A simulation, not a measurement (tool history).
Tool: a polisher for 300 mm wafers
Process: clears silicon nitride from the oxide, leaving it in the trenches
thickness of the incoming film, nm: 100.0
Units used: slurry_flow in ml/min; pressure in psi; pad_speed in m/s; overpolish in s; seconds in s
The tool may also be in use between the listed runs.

Run 1, hour 0: slurry_flow 130 ml/min, pressure 2.3 psi, pad_speed 1.18 m/s, overpolish 23 s. Result: seconds 142 s.
Run 2, hour 8.9: slurry_flow 115 ml/min, pressure 2.3 psi, pad_speed 1.18 m/s, overpolish 23 s. Result: seconds 144.44 s.
Run 3, hour 13.7: slurry_flow 115 ml/min, pressure 2.3 psi, pad_speed 1.18 m/s, overpolish 23 s. Result: seconds 145.05 s.
Run 4, hour 22.3: slurry_flow 115 ml/min, pressure 2.4 psi, pad_speed 1.18 m/s, overpolish 23 s. Result: seconds 138.21 s.
Run 5, hour 24.2: slurry_flow 115 ml/min, pressure 2.5 psi, pad_speed 1.18 m/s, overpolish 23 s. Result: seconds 133 s.
Run 6, hour 31.7: slurry_flow 115 ml/min, pressure 2.5 psi, pad_speed 1.18 m/s, overpolish 23 s. Result: seconds 131.78 s.
Run 7, hour 32.6: slurry_flow 115 ml/min, pressure 2.5 psi, pad_speed 1.18 m/s, overpolish 23 s. Result: seconds 131.08 s.
Run 8, hour 38: slurry_flow 115 ml/min, pressure 2.6 psi, pad_speed 1.18 m/s, overpolish 23 s. Result: seconds 128.47 s.

Run 9 is up next; what results do you expect?
Run 9, hour 39.5: slurry_flow 115 ml/min, pressure 2.7 psi, pad_speed 1.18 m/s, overpolish 23 s. Result: seconds ?.

{"run 9": {"seconds": 124.21}}
